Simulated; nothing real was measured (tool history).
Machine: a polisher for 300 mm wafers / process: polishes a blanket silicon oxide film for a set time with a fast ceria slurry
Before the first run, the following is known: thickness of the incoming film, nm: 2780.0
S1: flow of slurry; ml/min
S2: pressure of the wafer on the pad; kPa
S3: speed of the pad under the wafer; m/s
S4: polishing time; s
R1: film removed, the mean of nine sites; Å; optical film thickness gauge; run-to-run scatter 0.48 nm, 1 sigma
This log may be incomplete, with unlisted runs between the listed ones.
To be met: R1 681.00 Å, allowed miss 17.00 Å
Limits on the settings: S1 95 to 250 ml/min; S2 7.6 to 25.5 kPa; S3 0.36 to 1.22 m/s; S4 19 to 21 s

Run 1, hour 0.0: S1 160 ml/min, S2 16.5 kPa, S3 0.78 m/s, S4 21 s. Result: R1 1869.40 Å.
Run 2, hour 2.7: S1 160 ml/min, S2 16.5 kPa, S3 0.58 m/s, S4 21 s. Result: R1 1387.80 Å.
Run 3, hour 7.1: S1 160 ml/min, S2 16.5 kPa, S3 0.58 m/s, S4 21 s. Result: R1 1389.60 Å.
Run 4, hour 13.7: S1 185 ml/min, S2 16.5 kPa, S3 0.58 m/s, S4 21 s. Result: R1 1431.10 Å.
Run 5, hour 17.8: S1 175 ml/min, S2 15.2 kPa, S3 0.56 m/s, S4 21 s. Result: R1 1250.90 Å.
Run 6, hour 22.9: S1 170 ml/min, S2 13.8 kPa, S3 0.56 m/s, S4 21 s. Result: R1 1145.00 Å.
Run 7, hour 25.8: S1 165 ml/min, S2 12.4 kPa, S3 0.54 m/s, S4 21 s. Result: R1 992.68 Å.
Run 8, hour 28.5: S1 160 ml/min, S2 11.7 kPa, S3 0.54 m/s, S4 21 s. Result: R1 917.79 Å.
Run 9, hour 31.9: S1 150 ml/min, S2 11.0 kPa, S3 0.54 m/s, S4 21 s. Result: R1 872.88 Å.
Run 10, hour 33.4: S1 145 ml/min, S2 10.3 kPa, S3 0.54 m/s, S4 21 s. Result: R1 817.87 Å.
Run 11, hour 38.0: S1 140 ml/min, S2 10.3 kPa, S3 0.54 m/s, S4 21 s. Result: R1 801.71 Å.
Run 12, hour 38.9: S1 135 ml/min, S2 10.3 kPa, S3 0.54 m/s, S4 21 s. Result: R1 798.62 Å.
Run 13, hour 39.7: S1 130 ml/min, S2 10.3 kPa, S3 0.54 m/s, S4 21 s. Result: R1 795.73 Å.
Run 14, hour 42.3: S1 125 ml/min, S2 10.3 kPa, S3 0.54 m/s, S4 21 s. Result: R1 791.09 Å.
Run 15, hour 48.2: S1 120 ml/min, S2 10.3 kPa, S3 0.54 m/s, S4 21 s. Result: R1 781.11 Å.
Run 16, hour 50.0: S1 105 ml/min, S2 8.3 kPa, S3 0.54 m/s, S4 21 s. Result: R1 610.17 Å.
Run 17, hour 51.4: S1 110 ml/min, S2 8.3 kPa, S3 0.54 m/s, S4 21 s. Result: R1 621.02 Å.
Run 18, hour 58.9: S1 110 ml/min, S2 8.3 kPa, S3 0.54 m/s, S4 21 s. Result: R1 617.51 Å.
Run 19, hour 64.9: S1 115 ml/min, S2 8.3 kPa, S3 0.54 m/s, S4 21 s. Result: R1 630.19 Å.
Run 20, hour 70.6: S1 115 ml/min, S2 8.3 kPa, S3 0.54 m/s, S4 21 s. Result: R1 622.58 Å.
Run 21, hour 79.0: S1 160 ml/min, S2 9.0 kPa, S3 0.54 m/s, S4 21 s. Result: R1 731.41 Å.
Run 22, hour 81.2: S1 155 ml/min, S2 9.0 kPa, S3 0.54 m/s, S4 21 s. Result: R1 720.76 Å.
Run 23, hour 87.5: S1 150 ml/min, S2 9.0 kPa, S3 0.54 m/s, S4 21 s. Result: R1 715.49 Å.
Run 24, hour 91.8: S1 145 ml/min, S2 9.0 kPa, S3 0.54 m/s, S4 21 s. Result: R1 707.42 Å.
Run 25, hour 96.1: S1 140 ml/min, S2 9.0 kPa, S3 0.54 m/s, S4 21 s. Result: R1 702.10 Å.

Which single option among these 4 for the next run brings every result within its allowed miss of target? Just one does.
Run A, hour 100.4: S1 155 ml/min, S2 8.3 kPa, S3 0.60 m/s, S4 21 s. Result: R1 ?.
Run B, hour 100.4: S1 115 ml/min, S2 7.6 kPa, S3 0.72 m/s, S4 19 s. Result: R1 ?.
Run C, hour 100.4: S1 95 ml/min, S2 13.8 kPa, S3 0.40 m/s, S4 21 s. Result: R1 ?.
Run D, hour 100.4: S1 140 ml/min, S2 7.6 kPa, S3 0.64 m/s, S4 21 s. Result: R1 ?.

move      R1
   A  735.95
   B  684.70
   C  720.30
   D  707.30
A: its largest miss is bigger than the last run's
B: every result lands within tolerance
C: its largest miss is bigger than the last run's
D: its largest miss is bigger than the last run's
The move that meets every target is B.
